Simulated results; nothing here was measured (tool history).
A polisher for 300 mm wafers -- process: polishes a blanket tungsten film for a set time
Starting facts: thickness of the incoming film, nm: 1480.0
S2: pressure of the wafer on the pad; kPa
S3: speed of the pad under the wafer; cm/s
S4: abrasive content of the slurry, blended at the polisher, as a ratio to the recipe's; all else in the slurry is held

run 1 day=0 | flow_of_slurry_(ml/min)=145 S2=26.9 S3=90 S4=1 polishing_time_(s)=83 | film_removed_(angstrom)=3693.1
run 2 day=0.267 | flow_of_slurry_(ml/min)=145 S2=26.9 S3=90 S4=1.1 polishing_time_(s)=83 | film_removed_(angstrom)=3818.8
run 3 day=0.554 | flow_of_slurry_(ml/min)=145 S2=21.4 S3=90 S4=1.1 polishing_time_(s)=83 | film_removed_(angstrom)=3001.4
run 4 day=0.854 | flow_of_slurry_(ml/min)=160 S2=21.4 S3=90 S4=1.1 polishing_time_(s)=83 | film_removed_(angstrom)=3049.2
run 5 day=1.008 | flow_of_slurry_(ml/min)=160 S2=20 S3=90 S4=1.1 polishing_time_(s)=83 | film_removed_(angstrom)=2995
run 6 day=1.15 | flow_of_slurry_(ml/min)=155 S2=19.3 S3=90 S4=1.1 polishing_time_(s)=83 | film_removed_(angstrom)=2811.7
run 7 day=1.5 | flow_of_slurry_(ml/min)=150 S2=18.6 S3=90 S4=1.1 polishing_time_(s)=83 | film_removed_(angstrom)=2693.8
run 8 day=1.762 | flow_of_slurry_(ml/min)=145 S2=17.9 S3=90 S4=1.1 polishing_time_(s)=83 | film_removed_(angstrom)=2542.1

Estimate the outcome of run 9 from the log above:
run 9 day=2.058 | flow_of_slurry_(ml/min)=140 S2=17.9 S3=90 S4=1.1 polishing_time_(s)=83 | film_removed_(angstrom)=?

Run 9 yielded film removed (angstrom) 2533.3.

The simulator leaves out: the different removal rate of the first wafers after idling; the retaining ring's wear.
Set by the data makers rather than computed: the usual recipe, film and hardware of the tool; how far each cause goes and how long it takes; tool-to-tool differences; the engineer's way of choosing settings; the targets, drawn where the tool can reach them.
